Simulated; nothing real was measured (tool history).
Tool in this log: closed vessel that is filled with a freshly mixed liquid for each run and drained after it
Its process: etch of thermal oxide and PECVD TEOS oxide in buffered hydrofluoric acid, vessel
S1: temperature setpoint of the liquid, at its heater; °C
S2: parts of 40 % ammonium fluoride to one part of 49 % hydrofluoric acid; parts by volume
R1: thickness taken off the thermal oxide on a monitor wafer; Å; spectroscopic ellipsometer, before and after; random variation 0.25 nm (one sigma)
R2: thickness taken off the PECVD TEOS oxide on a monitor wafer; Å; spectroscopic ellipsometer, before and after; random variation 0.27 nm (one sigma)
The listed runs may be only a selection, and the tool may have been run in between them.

Run 1, hour 0.0: S1 24.0 °C, S2 17.0 parts by volume, time in the liquid (s) 60. Result: R1 433.09 Å, R2 467.82 Å.
Run 2, hour 8.3: S1 20.5 °C, S2 17.0 parts by volume, time in the liquid (s) 60. Result: R1 355.50 Å, R2 395.69 Å.
Run 3, hour 12.6: S1 20.5 °C, S2 14.0 parts by volume, time in the liquid (s) 60. Result: R1 437.69 Å, R2 478.09 Å.
Run 4, hour 19.2: S1 20.0 °C, S2 14.5 parts by volume, time in the liquid (s) 60. Result: R1 409.20 Å, R2 441.38 Å.
Run 5, hour 23.8: S1 19.5 °C, S2 14.5 parts by volume, time in the liquid (s) 60. Result: R1 396.27 Å, R2 425.20 Å.
Run 6, hour 31.3: S1 19.0 °C, S2 14.5 parts by volume, time in the liquid (s) 60. Result: R1 384.19 Å, R2 417.29 Å.
Run 7, hour 33.3: S1 18.5 °C, S2 14.5 parts by volume, time in the liquid (s) 60. Result: R1 373.09 Å, R2 406.02 Å.

The next listed run, before its measurement:
Run 8, hour 36.5: S1 18.5 °C, S2 14.5 parts by volume, time in the liquid (s) 60. Result: R1 ?, R2 ?.

R1: 371.93 Å
R2: 405.47 Å
